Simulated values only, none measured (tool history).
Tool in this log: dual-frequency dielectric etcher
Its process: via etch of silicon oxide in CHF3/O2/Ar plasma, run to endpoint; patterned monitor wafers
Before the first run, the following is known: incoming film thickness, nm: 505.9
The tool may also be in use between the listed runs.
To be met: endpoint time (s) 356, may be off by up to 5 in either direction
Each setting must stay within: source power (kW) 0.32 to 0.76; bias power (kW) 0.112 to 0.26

Run 1, hour 0: source power (kW) 0.54, bias power (kW) 0.186. Result: endpoint time (s) 260.28.
Run 2, hour 4.9: source power (kW) 0.5, bias power (kW) 0.171. Result: endpoint time (s) 281.38.
Run 3, hour 13.4: source power (kW) 0.59, bias power (kW) 0.171. Result: endpoint time (s) 255.32.
Run 4, hour 21.3: source power (kW) 0.66, bias power (kW) 0.171. Result: endpoint time (s) 242.69.
Run 5, hour 27.7: source power (kW) 0.59, bias power (kW) 0.161. Result: endpoint time (s) 262.43.
Run 6, hour 29.6: source power (kW) 0.54, bias power (kW) 0.154. Result: endpoint time (s) 282.71.
Run 7, hour 34.1: source power (kW) 0.5, bias power (kW) 0.152. Result: endpoint time (s) 294.67.
Run 8, hour 35.7: source power (kW) 0.47, bias power (kW) 0.15. Result: endpoint time (s) 307.1.
Run 9, hour 40.7: source power (kW) 0.44, bias power (kW) 0.15. Result: endpoint time (s) 321.47.
Run 10, hour 42.8: source power (kW) 0.42, bias power (kW) 0.15. Result: endpoint time (s) 331.99.
Run 11, hour 49.9: source power (kW) 0.41, bias power (kW) 0.15. Result: endpoint time (s) 336.22.
Run 12, hour 53.4: source power (kW) 0.33, bias power (kW) 0.147. Result: endpoint time (s) 398.35.
Run 13, hour 59.4: source power (kW) 0.34, bias power (kW) 0.147. Result: endpoint time (s) 385.7.
Run 14, hour 62.9: source power (kW) 0.35, bias power (kW) 0.147. Result: endpoint time (s) 375.38.
Run 15, hour 65.9: source power (kW) 0.36, bias power (kW) 0.147. Result: endpoint time (s) 368.05.
Run 16, hour 72.4: source power (kW) 0.37, bias power (kW) 0.147. Result: endpoint time (s) 364.01.

Consider the 4 candidate settings below. Which is the only one whose results all fall within their allowed miss of target?
Run A, hour 78.9: source power (kW) 0.37, bias power (kW) 0.164. Result: endpoint time (s) ?.
Run B, hour 78.9: source power (kW) 0.38, bias power (kW) 0.145. Result: endpoint time (s) ?.
Run C, hour 78.9: source power (kW) 0.36, bias power (kW) 0.148. Result: endpoint time (s) ?.
Run D, hour 78.9: source power (kW) 0.41, bias power (kW) 0.144. Result: endpoint time (s) ?.

move  endpoint time (s)
   A             345.59
   B             357.89
   C             368.31
   D             341.31
A: moves the result that the last run missed by most past its target, out the other side
B: every result lands within tolerance
C: lands further from the targets than the last run did
D: moves the result that the last run missed by most past its target, out the other side
Answer: B
